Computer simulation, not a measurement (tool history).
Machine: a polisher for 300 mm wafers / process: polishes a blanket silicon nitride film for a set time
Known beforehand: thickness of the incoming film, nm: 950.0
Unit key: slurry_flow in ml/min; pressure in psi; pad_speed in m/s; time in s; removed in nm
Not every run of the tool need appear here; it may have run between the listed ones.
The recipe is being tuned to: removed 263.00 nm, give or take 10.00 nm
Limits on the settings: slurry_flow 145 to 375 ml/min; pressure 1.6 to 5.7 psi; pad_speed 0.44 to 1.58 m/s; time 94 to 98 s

run,hour,slurry_flow,pressure,pad_speed,time,removed
1,0.0,240,3.6,1.00,94,199.82
2,1.4,240,3.6,1.00,94,200.64
3,4.9,240,3.6,1.00,98,207.65
4,8.7,240,3.6,1.00,94,199.21
5,15.3,240,3.9,1.00,94,211.79
6,20.9,240,4.2,1.00,94,227.24
7,27.1,240,4.4,1.00,94,236.62
8,30.1,240,4.5,1.00,94,244.64
9,33.5,240,4.6,1.00,94,245.02

Exactly one of the 5 candidate moves below puts every result within its allowed miss. Which one?
A,36.9,200,4.0,1.08,98,?
B,36.9,230,4.4,0.94,94,?
C,36.9,220,4.9,0.98,95,?
D,36.9,255,3.9,1.04,96,?
E,36.9,215,4.2,1.04,94,?

move,removed
A,231.08
B,228.72
C,260.05
D,223.51
E,229.46
A: lands further from the targets than the last run did
B: lands further from the targets than the last run did
C: every result lands within tolerance
D: lands further from the targets than the last run did
E: lands further from the targets than the last run did
So the answer is move C, the one that meets all the targets.

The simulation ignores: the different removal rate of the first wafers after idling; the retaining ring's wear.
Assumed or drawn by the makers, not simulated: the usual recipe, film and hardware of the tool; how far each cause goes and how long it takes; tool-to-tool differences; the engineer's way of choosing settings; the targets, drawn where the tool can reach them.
